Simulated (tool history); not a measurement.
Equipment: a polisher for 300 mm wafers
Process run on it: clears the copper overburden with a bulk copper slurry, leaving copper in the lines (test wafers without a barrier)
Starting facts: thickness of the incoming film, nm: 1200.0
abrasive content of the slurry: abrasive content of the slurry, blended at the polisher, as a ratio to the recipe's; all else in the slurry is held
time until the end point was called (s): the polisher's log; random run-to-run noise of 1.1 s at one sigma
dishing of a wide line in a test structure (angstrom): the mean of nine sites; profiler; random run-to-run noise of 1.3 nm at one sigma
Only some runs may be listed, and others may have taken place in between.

run,day,flow of slurry (ml/min),pressure of the wafer on the pad (kPa),speed of the pad under the wafer (m/s),abrasive content of the slurry,overpolish time after the end point (s),time until the end point was called (s),dishing of a wide line in a test structure (angstrom)
1,0,295,22.1,1.06,1,10,97.054,677.54
2,0.267,295,22.1,1.06,1,8,97.456,583.08
3,0.475,325,22.1,1.06,1,8,95.592,589.13
4,0.671,325,22.1,1.06,0.85,8,99.934,589.51
5,0.708,325,22.1,1.06,0.85,6,100.18,471.89
6,0.8,325,22.1,1.06,0.7,6,100.22,456.94
7,0.921,340,27.6,1.22,0.9,11,71.213,905.64
8,1.25,345,27.6,1.2,0.95,13,70.348,1005.7
9,1.3,335,27.6,1.2,1,14,71.418,1035.3

For run 10, what comes out?
10,1.667,330,27.6,1.2,1,15,?,?

Run 10 measured time until the end point was called (s) 71.191, dishing of a wide line in a test structure (angstrom) 1076.6.
